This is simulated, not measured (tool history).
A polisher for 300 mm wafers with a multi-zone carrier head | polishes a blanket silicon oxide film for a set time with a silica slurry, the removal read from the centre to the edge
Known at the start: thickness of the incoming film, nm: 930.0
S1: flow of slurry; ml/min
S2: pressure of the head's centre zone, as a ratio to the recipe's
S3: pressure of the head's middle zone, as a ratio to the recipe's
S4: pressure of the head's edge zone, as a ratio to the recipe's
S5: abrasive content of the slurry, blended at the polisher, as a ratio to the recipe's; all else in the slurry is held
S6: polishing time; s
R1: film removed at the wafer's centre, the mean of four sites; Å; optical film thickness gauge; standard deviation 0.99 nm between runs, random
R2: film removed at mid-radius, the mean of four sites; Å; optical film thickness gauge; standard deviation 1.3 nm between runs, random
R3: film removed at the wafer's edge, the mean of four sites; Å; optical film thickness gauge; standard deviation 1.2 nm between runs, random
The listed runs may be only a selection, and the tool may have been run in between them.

run,hour,S1,S2,S3,S4,S5,S6,R1,R2,R3
1,0,275,1,1,1,1,78,1491,1460,1454.6
2,7.6,290,0.98,1.01,1.06,1,78,1466.8,1452.1,1515.2
3,10.4,305,0.97,1.04,1.09,1,78,1455.2,1515.5,1552.3
4,18.8,320,0.96,1.05,1.12,1,78,1460.4,1552.2,1574.9
5,21.8,275,0.96,1.05,1.12,1,78,1445.5,1513.1,1538.4
6,23.1,275,0.96,1.05,1.17,1,78,1435.9,1503.3,1579.2
7,31.8,295,0.95,1.05,1.18,1,78,1430.2,1512.9,1609.8
8,35.1,295,0.95,1.05,1.18,1,78,1404.3,1536.3,1603
9,39,310,0.95,1.05,1.18,1,78,1427.3,1536.8,1621.4
10,47.8,325,0.95,1.05,1.18,1,78,1447,1554,1630.3

Run 11 has not been measured yet. What should we expect?
11,53.5,335,0.94,1.05,1.18,1,78,?,?,?

{"run 11": {"R1": 1426.2, "R2": 1541.1, "R3": 1622.3}}

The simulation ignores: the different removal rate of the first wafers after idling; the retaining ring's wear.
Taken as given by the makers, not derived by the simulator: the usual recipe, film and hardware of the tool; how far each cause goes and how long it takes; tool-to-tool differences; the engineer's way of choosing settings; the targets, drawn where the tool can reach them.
